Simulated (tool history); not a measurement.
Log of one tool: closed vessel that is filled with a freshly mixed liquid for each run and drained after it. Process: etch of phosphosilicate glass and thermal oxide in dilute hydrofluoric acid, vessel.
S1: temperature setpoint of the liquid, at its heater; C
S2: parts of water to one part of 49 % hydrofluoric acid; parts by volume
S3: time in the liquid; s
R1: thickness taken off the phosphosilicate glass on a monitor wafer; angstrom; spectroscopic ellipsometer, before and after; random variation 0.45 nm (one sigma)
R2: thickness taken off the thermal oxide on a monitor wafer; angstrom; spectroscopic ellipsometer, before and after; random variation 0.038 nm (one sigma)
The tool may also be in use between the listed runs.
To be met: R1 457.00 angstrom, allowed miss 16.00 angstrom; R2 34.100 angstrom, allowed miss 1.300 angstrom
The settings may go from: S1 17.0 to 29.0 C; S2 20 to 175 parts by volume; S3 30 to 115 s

{"run": 1, "hour": 0.0, "S1": 21.0, "S2": 95, "S3": 60, "R1": 343.47, "R2": 25.063}
{"run": 2, "hour": 6.4, "S1": 23.0, "S2": 95, "S3": 60, "R1": 369.94, "R2": 26.679}
{"run": 3, "hour": 7.9, "S1": 24.0, "S2": 95, "S3": 60, "R1": 381.88, "R2": 28.453}
{"run": 4, "hour": 15.1, "S1": 24.0, "S2": 95, "S3": 50, "R1": 321.46, "R2": 23.965}
{"run": 5, "hour": 24.0, "S1": 21.0, "S2": 95, "S3": 50, "R1": 280.17, "R2": 21.051}
{"run": 6, "hour": 31.4, "S1": 23.0, "S2": 90, "S3": 50, "R1": 318.48, "R2": 23.997}
{"run": 7, "hour": 33.4, "S1": 24.5, "S2": 85, "S3": 50, "R1": 370.52, "R2": 27.107}
{"run": 8, "hour": 39.7, "S1": 25.5, "S2": 85, "S3": 50, "R1": 382.87, "R2": 28.563}
{"run": 9, "hour": 44.1, "S1": 26.5, "S2": 85, "S3": 50, "R1": 397.52, "R2": 29.757}
{"run": 10, "hour": 48.0, "S1": 27.0, "S2": 85, "S3": 50, "R1": 398.65, "R2": 30.563}

5 next moves are on the table. One of them brings every result within its allowed miss. Which?
{"run": "A", "hour": 51.9, "S1": 25.5, "S2": 85, "S3": 55, "R1": "?", "R2": "?"}
{"run": "B", "hour": 51.9, "S1": 27.5, "S2": 90, "S3": 55, "R1": "?", "R2": "?"}
{"run": "C", "hour": 51.9, "S1": 28.5, "S2": 100, "S3": 70, "R1": "?", "R2": "?"}
{"run": "D", "hour": 51.9, "S1": 27.0, "S2": 75, "S3": 50, "R1": "?", "R2": "?"}
{"run": "E", "hour": 51.9, "S1": 28.5, "S2": 75, "S3": 50, "R1": "?", "R2": "?"}

move=A R1=419.94 R2=30.716
move=B R1=426.04 R2=31.162
move=C R1=500.24 R2=36.589
move=D R1=465.21 R2=34.027
move=E R1=493.30 R2=36.082
A: nearer than the last run, and not there yet
B: nearer than the last run, and not there yet
C: takes the result that was furthest off past its target
D: meets every target
E: takes the result that was furthest off past its target
The right move is D.
